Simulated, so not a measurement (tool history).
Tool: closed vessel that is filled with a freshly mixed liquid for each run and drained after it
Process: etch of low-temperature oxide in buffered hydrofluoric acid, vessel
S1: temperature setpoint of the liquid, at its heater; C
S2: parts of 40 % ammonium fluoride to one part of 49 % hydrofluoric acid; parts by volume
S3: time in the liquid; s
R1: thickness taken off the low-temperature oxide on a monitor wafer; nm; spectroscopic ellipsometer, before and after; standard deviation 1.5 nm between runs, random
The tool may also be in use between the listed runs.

run  hour    S1    S2  S3      R1
  1     0    24  15.5  35   114.8
  2   4.1  21.5  15.5  35   101.9
  3   6.5  24.5  15.5  35   119.8
  4     7    25  15.5  35  120.99
  5  10.1    25  15.5  30  105.55
  6  18.2    26    15  30  116.22
  7  23.9    27    15  30  120.26
  8    27  27.5    15  30  125.98

What does the tool deliver on the next run?
  9    30  28  15  30   ?

{"run 9": {"R1": 127.33}}
